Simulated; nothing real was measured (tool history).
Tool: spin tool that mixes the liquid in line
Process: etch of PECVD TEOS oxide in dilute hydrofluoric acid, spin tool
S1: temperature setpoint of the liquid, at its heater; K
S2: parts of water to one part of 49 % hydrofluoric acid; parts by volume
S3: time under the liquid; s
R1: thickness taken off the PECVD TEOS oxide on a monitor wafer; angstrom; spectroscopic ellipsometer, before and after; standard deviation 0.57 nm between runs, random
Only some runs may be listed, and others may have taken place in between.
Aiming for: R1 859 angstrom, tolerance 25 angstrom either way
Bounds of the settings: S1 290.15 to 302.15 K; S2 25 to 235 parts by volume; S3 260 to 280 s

run,day,S1,S2,S3,R1
1,0,294.15,130,260,299.75
2,0.338,296.65,100,260,449.28
3,0.683,296.65,80,260,571.66
4,0.888,298.15,75,260,654.17
5,1.242,296.65,75,260,613.67
6,1.588,298.15,70,260,714.89
7,1.925,299.15,70,260,731.22
8,2.025,300.15,70,260,754.38
9,2.342,300.65,70,260,779.17
10,2.625,302.15,65,260,889.77

4 candidate next runs follow, results not yet known. Just one meets every target within its allowed miss. Identify it.
A,2.908,301.15,70,265,?
B,2.908,299.15,65,280,?
C,2.908,302.15,75,280,?
D,2.908,302.15,75,270,?

move,R1
A,806.86
B,855.25
C,820.74
D,791.43
A: pushes the last run's worst result past its target
B: in spec on every target
C: pushes the last run's worst result past its target
D: pushes the last run's worst result past its target
Correct choice: B, which meets every target
